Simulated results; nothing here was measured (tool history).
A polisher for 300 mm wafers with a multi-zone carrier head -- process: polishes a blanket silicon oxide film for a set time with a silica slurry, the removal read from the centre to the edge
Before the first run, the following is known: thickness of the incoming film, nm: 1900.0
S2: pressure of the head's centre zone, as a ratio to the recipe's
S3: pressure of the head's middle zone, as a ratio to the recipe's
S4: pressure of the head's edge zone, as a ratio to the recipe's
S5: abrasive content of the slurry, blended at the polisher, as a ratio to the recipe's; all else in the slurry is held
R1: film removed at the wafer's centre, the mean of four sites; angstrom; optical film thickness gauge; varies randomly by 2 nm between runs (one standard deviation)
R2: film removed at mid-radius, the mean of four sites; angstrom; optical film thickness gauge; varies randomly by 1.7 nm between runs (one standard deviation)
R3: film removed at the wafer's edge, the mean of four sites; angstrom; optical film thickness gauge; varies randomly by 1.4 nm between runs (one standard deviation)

run 1 hour=0.0 | flow_of_slurry_(ml/min)=280 S2=1.00 S3=1.00 S4=1.00 S5=1.00 polishing_time_(s)=52 | R1=1359.5 R2=1314.8 R3=1331.3
run 2 hour=1.9 | flow_of_slurry_(ml/min)=290 S2=1.01 S3=1.05 S4=1.02 S5=1.10 polishing_time_(s)=52 | R1=1439.0 R2=1440.5 R3=1408.1
run 3 hour=3.4 | flow_of_slurry_(ml/min)=320 S2=1.01 S3=1.05 S4=1.02 S5=1.10 polishing_time_(s)=52 | R1=1435.5 R2=1438.0 R3=1395.2
run 4 hour=9.5 | flow_of_slurry_(ml/min)=320 S2=1.01 S3=1.08 S4=1.03 S5=1.20 polishing_time_(s)=52 | R1=1490.2 R2=1514.6 R3=1465.9
run 5 hour=10.4 | flow_of_slurry_(ml/min)=320 S2=1.01 S3=1.11 S4=1.02 S5=1.25 polishing_time_(s)=52 | R1=1493.8 R2=1584.0 R3=1455.7
run 6 hour=11.9 | flow_of_slurry_(ml/min)=320 S2=1.02 S3=1.13 S4=1.03 S5=1.30 polishing_time_(s)=52 | R1=1536.0 R2=1626.3 R3=1465.6

The next listed run, before its measurement:
run 7 hour=15.5 | flow_of_slurry_(ml/min)=320 S2=1.02 S3=1.14 S4=1.04 S5=1.35 polishing_time_(s)=52 | R1=? R2=? R3=?

{"run 7": {"R1": 1521.4, "R2": 1671.9, "R3": 1501.2}}
